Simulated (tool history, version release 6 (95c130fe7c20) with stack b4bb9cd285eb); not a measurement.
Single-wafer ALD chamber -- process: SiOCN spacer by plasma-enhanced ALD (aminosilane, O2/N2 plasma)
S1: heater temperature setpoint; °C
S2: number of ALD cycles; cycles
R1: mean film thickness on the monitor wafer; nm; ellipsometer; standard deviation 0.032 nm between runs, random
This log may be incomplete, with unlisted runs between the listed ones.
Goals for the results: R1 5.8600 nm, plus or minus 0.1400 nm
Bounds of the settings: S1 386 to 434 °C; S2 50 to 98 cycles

{"run": 1, "hour": 0.0, "S1": 410, "S2": 74, "R1": 4.8378}
{"run": 2, "hour": 1.4, "S1": 408, "S2": 77, "R1": 5.1119}
{"run": 3, "hour": 8.7, "S1": 402, "S2": 77, "R1": 5.2271}
{"run": 4, "hour": 12.8, "S1": 402, "S2": 82, "R1": 5.5314}
{"run": 5, "hour": 17.3, "S1": 393, "S2": 82, "R1": 5.6004}
{"run": 6, "hour": 18.7, "S1": 393, "S2": 83, "R1": 5.7051}
{"run": 7, "hour": 27.3, "S1": 393, "S2": 84, "R1": 5.6875}
{"run": 8, "hour": 31.0, "S1": 393, "S2": 84, "R1": 5.6967}

Which of these 5 next moves meets every target?
{"run": "A", "hour": 34.7, "S1": 403, "S2": 80, "R1": "?"}
{"run": "B", "hour": 34.7, "S1": 386, "S2": 86, "R1": "?"}
{"run": "C", "hour": 34.7, "S1": 388, "S2": 80, "R1": "?"}
{"run": "D", "hour": 34.7, "S1": 408, "S2": 85, "R1": "?"}
{"run": "E", "hour": 34.7, "S1": 391, "S2": 82, "R1": "?"}

move=A R1=5.3761
move=B R1=5.8146
move=C R1=5.4089
move=D R1=5.6139
move=E R1=5.5441
A: lands further from the targets than the last run did
B: hits every target within its allowed miss
C: lands further from the targets than the last run did
D: lands further from the targets than the last run did
E: lands further from the targets than the last run did
B meets every target.
